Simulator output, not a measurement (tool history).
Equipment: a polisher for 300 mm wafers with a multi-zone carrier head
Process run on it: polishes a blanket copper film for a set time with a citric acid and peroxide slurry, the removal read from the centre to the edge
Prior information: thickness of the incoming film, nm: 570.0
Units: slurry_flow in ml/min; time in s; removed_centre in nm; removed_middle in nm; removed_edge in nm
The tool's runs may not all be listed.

Run 1, hour 0: slurry_flow 200 ml/min, centre_zone 1, middle_zone 1, edge_zone 1, slurry_solids 1, time 78 s. Result: removed_centre 222.62 nm, removed_middle 228.81 nm, removed_edge 215.9 nm.
Run 2, hour 1.9: slurry_flow 235 ml/min, centre_zone 1, middle_zone 1, edge_zone 1, slurry_solids 1, time 78 s. Result: removed_centre 225.99 nm, removed_middle 231.59 nm, removed_edge 219.41 nm.
Run 3, hour 6.8: slurry_flow 230 ml/min, centre_zone 0.99, middle_zone 0.99, edge_zone 0.97, slurry_solids 0.9, time 74 s. Result: removed_centre 207.48 nm, removed_middle 210.59 nm, removed_edge 205.43 nm.
Run 4, hour 11: slurry_flow 225 ml/min, centre_zone 1, middle_zone 1.01, edge_zone 0.95, slurry_solids 0.85, time 70 s. Result: removed_centre 197.6 nm, removed_middle 198.26 nm, removed_edge 188.11 nm.
Run 5, hour 18.6: slurry_flow 225 ml/min, centre_zone 1, middle_zone 0.98, edge_zone 0.95, slurry_solids 0.85, time 70 s. Result: removed_centre 197.13 nm, removed_middle 198.46 nm, removed_edge 190.42 nm.
Run 6, hour 24.2: slurry_flow 220 ml/min, centre_zone 1, middle_zone 1, edge_zone 0.93, slurry_solids 0.8, time 68 s. Result: removed_centre 190.97 nm, removed_middle 190.28 nm, removed_edge 181.97 nm.

The next listed run, before its measurement:
Run 7, hour 26.4: slurry_flow 215 ml/min, centre_zone 0.99, middle_zone 1.02, edge_zone 0.91, slurry_solids 0.75, time 66 s. Result: removed_centre ?, removed_middle ?, removed_edge ?.

removed_centre: 183.7 nm
removed_middle: 182.9 nm
removed_edge: 169.98 nm
